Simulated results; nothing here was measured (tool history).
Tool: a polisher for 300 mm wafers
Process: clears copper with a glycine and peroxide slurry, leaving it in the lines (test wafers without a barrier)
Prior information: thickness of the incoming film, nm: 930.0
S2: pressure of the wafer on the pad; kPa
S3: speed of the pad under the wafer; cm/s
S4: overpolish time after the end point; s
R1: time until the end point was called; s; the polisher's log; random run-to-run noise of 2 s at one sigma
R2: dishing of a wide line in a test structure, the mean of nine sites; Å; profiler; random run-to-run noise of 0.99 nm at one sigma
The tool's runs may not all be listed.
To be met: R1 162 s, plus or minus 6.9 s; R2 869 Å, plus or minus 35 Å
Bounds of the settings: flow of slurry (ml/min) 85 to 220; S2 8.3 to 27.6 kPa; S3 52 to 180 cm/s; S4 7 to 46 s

Run 1, hour 0: flow of slurry (ml/min) 140, S2 17.9 kPa, S3 116 cm/s, S4 24 s. Result: R1 205.81 s, R2 646.87 Å.
Run 2, hour 5.4: flow of slurry (ml/min) 145, S2 19.3 kPa, S3 116 cm/s, S4 25 s. Result: R1 192.92 s, R2 687.97 Å.
Run 3, hour 14.1: flow of slurry (ml/min) 145, S2 19.3 kPa, S3 134 cm/s, S4 25 s. Result: R1 174.23 s, R2 734.2 Å.
Run 4, hour 19.8: flow of slurry (ml/min) 145, S2 19.3 kPa, S3 122 cm/s, S4 25 s. Result: R1 182.44 s, R2 706.92 Å.
Run 5, hour 22.5: flow of slurry (ml/min) 145, S2 20 kPa, S3 122 cm/s, S4 27 s. Result: R1 183.66 s, R2 764.24 Å.
Run 6, hour 30: flow of slurry (ml/min) 150, S2 20.7 kPa, S3 122 cm/s, S4 27 s. Result: R1 171.3 s, R2 783.52 Å.
Run 7, hour 32.2: flow of slurry (ml/min) 155, S2 20.7 kPa, S3 122 cm/s, S4 28 s. Result: R1 171.71 s, R2 811.61 Å.
Run 8, hour 40.6: flow of slurry (ml/min) 160, S2 20.7 kPa, S3 122 cm/s, S4 28 s. Result: R1 171.24 s, R2 796.24 Å.

Of the 4 settings listed for the next run, only one would bring every result within its allowed miss of target. Which one?
Run A, hour 49: flow of slurry (ml/min) 180, S2 19.3 kPa, S3 124 cm/s, S4 33 s. Result: R1 ?, R2 ?.
Run B, hour 49: flow of slurry (ml/min) 150, S2 18.6 kPa, S3 126 cm/s, S4 28 s. Result: R1 ?, R2 ?.
Run C, hour 49: flow of slurry (ml/min) 170, S2 19.3 kPa, S3 146 cm/s, S4 30 s. Result: R1 ?, R2 ?.
Run D, hour 49: flow of slurry (ml/min) 165, S2 21.4 kPa, S3 118 cm/s, S4 23 s. Result: R1 ?, R2 ?.

move      R1      R2
   A  180.28   873.7
   B  188.84  773.07
   C  161.74  872.71
   D  173.14  727.91
A: brings the result that was furthest off to its target, and leaves another outside
B: moves away from the targets compared with the last run
C: in spec on every target
D: moves away from the targets compared with the last run
C meets every target.
